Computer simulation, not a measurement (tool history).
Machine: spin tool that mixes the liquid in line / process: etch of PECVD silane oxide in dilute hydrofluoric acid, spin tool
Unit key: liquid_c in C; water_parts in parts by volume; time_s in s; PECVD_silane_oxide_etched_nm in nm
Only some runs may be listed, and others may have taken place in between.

run	hour	liquid_c	water_parts	time_s	PECVD_silane_oxide_etched_nm
1	0.0	22.0	290	30	2.4479
2	7.4	24.0	240	30	3.3288
3	16.0	24.0	150	30	5.8663
4	21.5	24.0	150	30	5.9069
5	23.3	24.0	60	30	16.4550
6	26.0	24.0	135	30	6.6906
7	34.9	23.5	135	30	6.4964

Run 8 has not been measured yet. What should we expect?
8	37.2	24.0	135	30	?

Logged for run 8: PECVD_silane_oxide_etched_nm 6.6673 nm.

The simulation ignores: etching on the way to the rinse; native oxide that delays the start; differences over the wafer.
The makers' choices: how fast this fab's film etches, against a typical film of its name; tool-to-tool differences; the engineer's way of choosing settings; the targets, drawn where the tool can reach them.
